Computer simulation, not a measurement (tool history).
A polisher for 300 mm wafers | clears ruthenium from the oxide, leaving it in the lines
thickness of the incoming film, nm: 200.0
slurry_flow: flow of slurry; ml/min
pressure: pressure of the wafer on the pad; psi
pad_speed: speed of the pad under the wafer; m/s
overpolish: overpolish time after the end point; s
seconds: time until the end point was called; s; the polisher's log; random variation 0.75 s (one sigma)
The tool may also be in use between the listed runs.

run  hour  slurry_flow  pressure  pad_speed  overpolish  seconds
  1     0          120       2.4        1.2           5    137.3
  2   4.7          120       2.4       1.08           5   148.92
  3   7.5          130       2.7       1.08           5   128.01
  4  14.7          130       2.3       1.08           5   153.12
  5  20.2          130       2.3        0.8           5   186.39
  6  28.2          130       1.9        0.8           5   220.49
  7  35.6          140       2.5       0.84           5   164.77
  8  42.5          145       2.9       0.88           5   138.68
  9  44.4          150       3.2       0.92           5   120.66

Forecast run 10:
 10  48.3          150       3.4       0.96           5        ?

seconds: 110.32 s
